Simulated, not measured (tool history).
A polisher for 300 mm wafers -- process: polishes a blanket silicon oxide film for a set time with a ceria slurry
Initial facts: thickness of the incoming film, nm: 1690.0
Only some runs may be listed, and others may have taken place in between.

run,hour,flow of slurry (ml/min),pressure of the wafer on the pad (kPa),speed of the pad under the wafer (cm/s),polishing time (s),film removed (nm)
1,0.0,160,25.5,130,49,340.73
2,7.3,195,25.5,130,49,347.04
3,14.3,175,25.5,130,49,346.74
4,23.1,175,26.2,130,49,354.77
5,24.5,175,26.2,98,49,269.76
6,29.9,175,27.6,98,49,282.88
7,31.8,210,34.5,100,49,368.45

Expected results for the next run?
8,39.7,210,35.2,100,49,?

{"run 8": {"film removed (nm)": 375.28}}
